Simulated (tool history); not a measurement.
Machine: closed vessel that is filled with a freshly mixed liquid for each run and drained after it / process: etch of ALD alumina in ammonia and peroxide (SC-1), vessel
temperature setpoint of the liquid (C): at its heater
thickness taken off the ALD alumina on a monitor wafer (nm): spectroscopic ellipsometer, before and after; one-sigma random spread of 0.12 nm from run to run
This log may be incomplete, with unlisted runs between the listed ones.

| run | hour | temperature setpoint of the liquid (C) | parts of 29 % ammonia solution to one part of 30 % peroxide (parts by volume) | time in the liquid (s) | thickness taken off the ALD alumina on a monitor wafer (nm) |
|---|---|---|---|---|---|
| 1 | 0 | 54 | 0.7 | 315 | 27.281 |
| 2 | 8 | 54 | 0.7 | 315 | 27.696 |
| 3 | 9.1 | 52.5 | 0.7 | 315 | 25.344 |
| 4 | 14.2 | 51.5 | 0.7 | 315 | 24.197 |
| 5 | 15.8 | 51.5 | 0.7 | 340 | 25.946 |
| 6 | 16.9 | 50.5 | 0.7 | 340 | 24.636 |

The next listed run, before its measurement:
| 7 | 19.1 | 45 | 0.7 | 340 | ? |

thickness taken off the ALD alumina on a monitor wafer (nm): 18.205
